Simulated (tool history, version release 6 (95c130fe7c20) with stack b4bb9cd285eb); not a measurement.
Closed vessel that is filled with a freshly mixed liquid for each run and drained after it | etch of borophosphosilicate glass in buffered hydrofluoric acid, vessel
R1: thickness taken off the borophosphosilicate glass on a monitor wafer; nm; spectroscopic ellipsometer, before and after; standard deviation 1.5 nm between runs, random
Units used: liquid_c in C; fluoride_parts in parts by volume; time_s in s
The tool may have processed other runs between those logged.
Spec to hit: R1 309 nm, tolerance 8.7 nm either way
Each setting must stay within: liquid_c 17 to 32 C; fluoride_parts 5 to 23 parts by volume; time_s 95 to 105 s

{"run": 1, "hour": 0.0, "liquid_c": 24, "fluoride_parts": 14, "time_s": 95, "R1": 129.21}
{"run": 2, "hour": 2.9, "liquid_c": 22.5, "fluoride_parts": 14, "time_s": 95, "R1": 118.82}
{"run": 3, "hour": 7.2, "liquid_c": 22.5, "fluoride_parts": 14, "time_s": 95, "R1": 118.93}
{"run": 4, "hour": 9.4, "liquid_c": 22.5, "fluoride_parts": 18, "time_s": 95, "R1": 93.795}
{"run": 5, "hour": 10.8, "liquid_c": 22.5, "fluoride_parts": 18, "time_s": 105, "R1": 102.94}
{"run": 6, "hour": 17.1, "liquid_c": 22.5, "fluoride_parts": 18, "time_s": 105, "R1": 103.45}
{"run": 7, "hour": 19.2, "liquid_c": 23.5, "fluoride_parts": 17, "time_s": 105, "R1": 115.03}
{"run": 8, "hour": 22.6, "liquid_c": 24.5, "fluoride_parts": 16, "time_s": 105, "R1": 130.26}
{"run": 9, "hour": 28.5, "liquid_c": 25.5, "fluoride_parts": 15, "time_s": 105, "R1": 146.46}
{"run": 10, "hour": 34.2, "liquid_c": 25.5, "fluoride_parts": 15, "time_s": 105, "R1": 145.23}
{"run": 11, "hour": 35.1, "liquid_c": 29.5, "fluoride_parts": 10.5, "time_s": 105, "R1": 257.01}
{"run": 12, "hour": 36.2, "liquid_c": 30, "fluoride_parts": 10.5, "time_s": 105, "R1": 262.9}
{"run": 13, "hour": 38.6, "liquid_c": 31, "fluoride_parts": 10, "time_s": 105, "R1": 290.13}
{"run": 14, "hour": 41.1, "liquid_c": 31.5, "fluoride_parts": 10, "time_s": 105, "R1": 298.23}

Exercise: of the 5 proposed moves below, exactly one satisfies all targets within the stated allowed misses. Which move is it?
{"run": "A", "hour": 43.6, "liquid_c": 32, "fluoride_parts": 10.5, "time_s": 105, "R1": "?"}
{"run": "B", "hour": 43.6, "liquid_c": 32, "fluoride_parts": 9.5, "time_s": 95, "R1": "?"}
{"run": "C", "hour": 43.6, "liquid_c": 29.5, "fluoride_parts": 8.5, "time_s": 105, "R1": "?"}
{"run": "D", "hour": 43.6, "liquid_c": 31.5, "fluoride_parts": 10, "time_s": 95, "R1": "?"}
{"run": "E", "hour": 43.6, "liquid_c": 30, "fluoride_parts": 8.5, "time_s": 95, "R1": "?"}

move=A R1=293.14
move=B R1=287.4
move=C R1=307.01
move=D R1=271.03
move=E R1=285.18
A: further off than the last run
B: further off than the last run
C: all results in spec
D: further off than the last run
E: further off than the last run
Correct choice: C, which meets every target

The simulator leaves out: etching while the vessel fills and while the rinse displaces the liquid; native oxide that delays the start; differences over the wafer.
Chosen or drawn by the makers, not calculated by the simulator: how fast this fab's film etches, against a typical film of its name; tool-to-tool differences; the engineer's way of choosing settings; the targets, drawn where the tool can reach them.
